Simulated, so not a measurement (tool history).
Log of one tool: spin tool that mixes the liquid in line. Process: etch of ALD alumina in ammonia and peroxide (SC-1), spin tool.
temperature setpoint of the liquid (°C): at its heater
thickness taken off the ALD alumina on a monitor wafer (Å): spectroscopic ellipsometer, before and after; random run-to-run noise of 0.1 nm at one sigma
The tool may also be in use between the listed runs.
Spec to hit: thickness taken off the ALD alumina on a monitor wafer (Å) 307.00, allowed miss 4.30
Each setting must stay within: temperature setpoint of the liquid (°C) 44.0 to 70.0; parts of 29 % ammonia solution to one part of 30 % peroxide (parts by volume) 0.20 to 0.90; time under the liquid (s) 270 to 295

run,hour,temperature setpoint of the liquid (°C),parts of 29 % ammonia solution to one part of 30 % peroxide (parts by volume),time under the liquid (s),thickness taken off the ALD alumina on a monitor wafer (Å)
1,0.0,60.0,0.50,270,206.18
2,0.8,61.0,0.50,270,217.12
3,2.6,62.0,0.50,270,228.48
4,5.3,63.0,0.50,270,238.87
5,13.3,63.0,0.50,270,239.58
6,14.9,63.5,0.50,270,244.84
7,21.0,64.0,0.50,270,251.74
8,26.5,64.5,0.50,270,257.28
9,34.3,64.5,0.50,270,257.37
10,35.4,64.5,0.50,270,257.05
11,43.6,65.0,0.50,270,263.44
12,51.7,65.0,0.50,270,266.49
13,57.5,65.5,0.50,270,271.30
14,61.5,66.0,0.50,270,278.14
15,68.9,66.5,0.50,270,285.47
16,74.5,67.5,0.50,270,300.79

Exercise: of the 4 proposed moves below, exactly one satisfies all targets within the stated allowed misses. Which move is it?
A,80.1,68.5,0.40,270,?
B,80.1,67.0,0.50,275,?
C,80.1,66.5,0.50,280,?
D,80.1,66.0,0.75,275,?

move,thickness taken off the ALD alumina on a monitor wafer (Å)
A,309.11
B,298.86
C,296.92
D,295.61
A: each result inside its tolerance
B: moves away from the targets compared with the last run
C: moves away from the targets compared with the last run
D: moves away from the targets compared with the last run
The move that meets every target is A.
